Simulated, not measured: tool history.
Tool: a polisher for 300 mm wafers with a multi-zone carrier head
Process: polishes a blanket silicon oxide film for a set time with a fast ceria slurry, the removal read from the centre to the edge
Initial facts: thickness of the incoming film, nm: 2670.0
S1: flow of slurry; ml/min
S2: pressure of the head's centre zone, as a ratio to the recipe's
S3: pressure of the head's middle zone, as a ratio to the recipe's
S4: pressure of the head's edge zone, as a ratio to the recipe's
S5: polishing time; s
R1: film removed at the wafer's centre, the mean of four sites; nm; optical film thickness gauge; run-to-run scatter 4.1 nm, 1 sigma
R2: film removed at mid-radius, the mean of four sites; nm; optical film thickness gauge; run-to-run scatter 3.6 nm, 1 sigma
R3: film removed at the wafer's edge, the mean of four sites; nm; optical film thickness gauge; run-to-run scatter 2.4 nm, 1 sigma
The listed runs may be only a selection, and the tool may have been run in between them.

run 1 hour=0.0 | S1=195 S2=1.00 S3=1.00 S4=1.00 S5=32 | R1=457.53 R2=465.56 R3=455.28
run 2 hour=4.0 | S1=195 S2=1.00 S3=1.01 S4=0.98 S5=31 | R1=443.56 R2=454.12 R3=431.05
run 3 hour=5.3 | S1=195 S2=0.93 S3=1.01 S4=0.98 S5=31 | R1=417.30 R2=452.34 R3=441.86
run 4 hour=12.1 | S1=155 S2=0.93 S3=1.01 S4=0.98 S5=31 | R1=395.87 R2=443.33 R3=423.30
run 5 hour=12.9 | S1=150 S2=0.93 S3=1.01 S4=0.97 S5=30 | R1=384.76 R2=429.39 R3=416.18
run 6 hour=17.2 | S1=150 S2=0.93 S3=1.01 S4=1.05 S5=30 | R1=397.62 R2=428.05 R3=421.41
run 7 hour=20.2 | S1=150 S2=0.94 S3=1.02 S4=1.04 S5=29 | R1=377.01 R2=417.81 R3=410.84
run 8 hour=26.9 | S1=150 S2=0.96 S3=1.03 S4=1.02 S5=28 | R1=376.78 R2=402.24 R3=394.15
run 9 hour=33.0 | S1=150 S2=0.97 S3=1.05 S4=1.00 S5=27 | R1=361.53 R2=395.32 R3=370.40
run 10 hour=40.6 | S1=150 S2=0.97 S3=1.05 S4=0.99 S5=27 | R1=368.12 R2=395.76 R3=371.57
run 11 hour=48.8 | S1=150 S2=0.97 S3=1.06 S4=0.98 S5=27 | R1=362.52 R2=395.79 R3=370.52
run 12 hour=51.4 | S1=150 S2=0.97 S3=1.07 S4=0.97 S5=27 | R1=362.35 R2=402.49 R3=371.71
run 13 hour=53.9 | S1=150 S2=0.97 S3=1.07 S4=0.96 S5=27 | R1=365.36 R2=397.80 R3=373.37

Run 14, settings as shown, results not yet in. Your forecast:
run 14 hour=62.1 | S1=150 S2=0.97 S3=1.08 S4=0.95 S5=26 | R1=? R2=? R3=?

Run 14 yielded R1 355.62 nm, R2 394.06 nm, R3 351.60 nm.

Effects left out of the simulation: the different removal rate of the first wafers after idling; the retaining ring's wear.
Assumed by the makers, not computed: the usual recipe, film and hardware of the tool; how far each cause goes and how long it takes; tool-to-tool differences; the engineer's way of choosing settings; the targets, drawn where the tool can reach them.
